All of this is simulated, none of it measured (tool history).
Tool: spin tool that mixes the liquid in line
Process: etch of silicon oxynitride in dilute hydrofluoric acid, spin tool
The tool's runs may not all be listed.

run,hour,temperature setpoint of the liquid (C),parts of water to one part of 49 % hydrofluoric acid (parts by volume),time under the liquid (s),thickness taken off the silicon oxynitride on a monitor wafer (nm)
1,0.0,24.0,170,305,3.0549
2,6.5,24.0,215,305,2.2867
3,7.3,24.0,215,305,2.3014
4,10.5,23.5,215,305,2.1473
5,11.8,23.0,215,305,2.1803
6,12.7,22.5,215,305,2.1963
7,17.9,18.5,230,305,1.6393

The next listed run, before its measurement:
8,22.6,18.5,230,305,?

thickness taken off the silicon oxynitride on a monitor wafer (nm): 1.6288
